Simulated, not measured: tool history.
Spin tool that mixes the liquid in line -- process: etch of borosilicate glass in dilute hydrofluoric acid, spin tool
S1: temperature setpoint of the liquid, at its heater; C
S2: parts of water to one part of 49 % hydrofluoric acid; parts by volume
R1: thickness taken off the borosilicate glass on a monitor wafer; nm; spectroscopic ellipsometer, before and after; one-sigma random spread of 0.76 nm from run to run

run 1 hour=0.0 | S1=24.0 S2=90 time_under_the_liquid_(s)=280 | R1=48.465
run 2 hour=3.6 | S1=26.0 S2=90 time_under_the_liquid_(s)=280 | R1=52.560
run 3 hour=8.5 | S1=27.0 S2=80 time_under_the_liquid_(s)=280 | R1=61.754
run 4 hour=15.0 | S1=27.5 S2=70 time_under_the_liquid_(s)=280 | R1=74.149
run 5 hour=15.5 | S1=28.0 S2=65 time_under_the_liquid_(s)=280 | R1=81.779
run 6 hour=17.2 | S1=28.0 S2=85 time_under_the_liquid_(s)=280 | R1=60.846
-- hour=23.6 hydrofluoric acid flow meter replaced
run 7 hour=23.6 | S1=28.0 S2=85 time_under_the_liquid_(s)=280 | R1=69.100
run 8 hour=28.2 | S1=28.5 S2=75 time_under_the_liquid_(s)=280 | R1=81.109
run 9 hour=35.5 | S1=29.0 S2=70 time_under_the_liquid_(s)=280 | R1=88.982
run 10 hour=43.1 | S1=29.5 S2=65 time_under_the_liquid_(s)=280 | R1=99.103
run 11 hour=44.1 | S1=30.0 S2=60 time_under_the_liquid_(s)=280 | R1=109.790
run 12 hour=45.7 | S1=32.0 S2=30 time_under_the_liquid_(s)=280 | R1=250.620
run 13 hour=48.5 | S1=31.5 S2=30 time_under_the_liquid_(s)=280 | R1=244.790
run 14 hour=53.9 | S1=30.5 S2=30 time_under_the_liquid_(s)=280 | R1=235.970
run 15 hour=61.4 | S1=29.5 S2=30 time_under_the_liquid_(s)=280 | R1=224.910
run 16 hour=66.4 | S1=28.5 S2=30 time_under_the_liquid_(s)=280 | R1=218.300
run 17 hour=74.7 | S1=27.5 S2=30 time_under_the_liquid_(s)=280 | R1=207.930
run 18 hour=80.4 | S1=26.5 S2=30 time_under_the_liquid_(s)=280 | R1=201.410
run 19 hour=82.0 | S1=25.5 S2=30 time_under_the_liquid_(s)=280 | R1=192.140
run 20 hour=88.7 | S1=25.0 S2=30 time_under_the_liquid_(s)=280 | R1=187.830
run 21 hour=94.4 | S1=24.5 S2=30 time_under_the_liquid_(s)=280 | R1=184.520
run 22 hour=101.3 | S1=24.0 S2=30 time_under_the_liquid_(s)=280 | R1=179.950
run 23 hour=106.6 | S1=23.5 S2=30 time_under_the_liquid_(s)=280 | R1=177.230

What does the tool deliver on the next run?
run 24 hour=112.2 | S1=23.0 S2=30 time_under_the_liquid_(s)=280 | R1=?

{"run 24": {"R1": 173.72}}
